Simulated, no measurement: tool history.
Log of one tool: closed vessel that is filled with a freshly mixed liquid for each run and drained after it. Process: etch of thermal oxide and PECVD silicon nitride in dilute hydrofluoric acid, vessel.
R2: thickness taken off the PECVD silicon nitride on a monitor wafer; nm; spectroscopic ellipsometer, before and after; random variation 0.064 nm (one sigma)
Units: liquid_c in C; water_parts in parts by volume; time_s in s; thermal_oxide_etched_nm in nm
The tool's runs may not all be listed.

run 1 hour=0.0 | liquid_c=26.0 water_parts=220 time_s=530 | thermal_oxide_etched_nm=11.2240 R2=14.937
run 2 hour=1.4 | liquid_c=26.0 water_parts=180 time_s=530 | thermal_oxide_etched_nm=14.5500 R2=18.225
run 3 hour=8.4 | liquid_c=23.5 water_parts=180 time_s=515 | thermal_oxide_etched_nm=12.8690 R2=14.876
run 4 hour=12.1 | liquid_c=22.0 water_parts=185 time_s=515 | thermal_oxide_etched_nm=11.7480 R2=13.285
run 5 hour=19.4 | liquid_c=22.0 water_parts=225 time_s=515 | thermal_oxide_etched_nm=9.1033 R2=11.042
run 6 hour=23.8 | liquid_c=21.0 water_parts=210 time_s=500 | thermal_oxide_etched_nm=9.2794 R2=10.637
run 7 hour=32.4 | liquid_c=20.0 water_parts=200 time_s=490 | thermal_oxide_etched_nm=9.4851 R2=10.281
run 8 hour=37.1 | liquid_c=19.5 water_parts=195 time_s=485 | thermal_oxide_etched_nm=9.4583 R2=10.117

The next listed run, before its measurement:
run 9 hour=42.8 | liquid_c=18.0 water_parts=165 time_s=460 | thermal_oxide_etched_nm=? R2=?

thermal_oxide_etched_nm: 10.2500 nm
R2: 10.142 nm
